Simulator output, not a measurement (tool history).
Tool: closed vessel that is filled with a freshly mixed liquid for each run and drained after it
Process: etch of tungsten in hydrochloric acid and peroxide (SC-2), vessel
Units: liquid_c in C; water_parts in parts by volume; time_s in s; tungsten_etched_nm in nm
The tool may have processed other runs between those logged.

| run | hour | liquid_c | water_parts | time_s | tungsten_etched_nm |
|---|---|---|---|---|---|
| 1 | 0.0 | 50.0 | 6.5 | 90 | 46.157 |
| 2 | 6.1 | 50.0 | 8.0 | 90 | 39.117 |
| 3 | 12.0 | 50.0 | 8.0 | 100 | 43.491 |
| 4 | 15.7 | 50.0 | 9.5 | 100 | 37.942 |
| 5 | 18.1 | 50.0 | 10.5 | 100 | 34.753 |
| 6 | 23.6 | 50.0 | 10.5 | 100 | 35.074 |
| 7 | 29.1 | 52.5 | 10.5 | 100 | 41.288 |
| 8 | 32.2 | 54.5 | 10.5 | 100 | 46.865 |
| 9 | 39.9 | 56.0 | 10.5 | 100 | 51.595 |
| 10 | 48.3 | 57.5 | 10.5 | 100 | 56.766 |
| 11 | 56.6 | 58.5 | 10.5 | 100 | 60.390 |
| 12 | 63.6 | 59.5 | 10.5 | 100 | 64.674 |
| 13 | 70.4 | 60.5 | 10.5 | 100 | 68.247 |
| 14 | 73.9 | 60.5 | 10.5 | 100 | 69.072 |
| 15 | 76.0 | 61.0 | 10.5 | 100 | 71.043 |

Run 16 comes next. What will it give?
| 16 | 78.8 | 61.5 | 10.5 | 100 | ? |

{"run 16": {"tungsten_etched_nm": 73.44}}
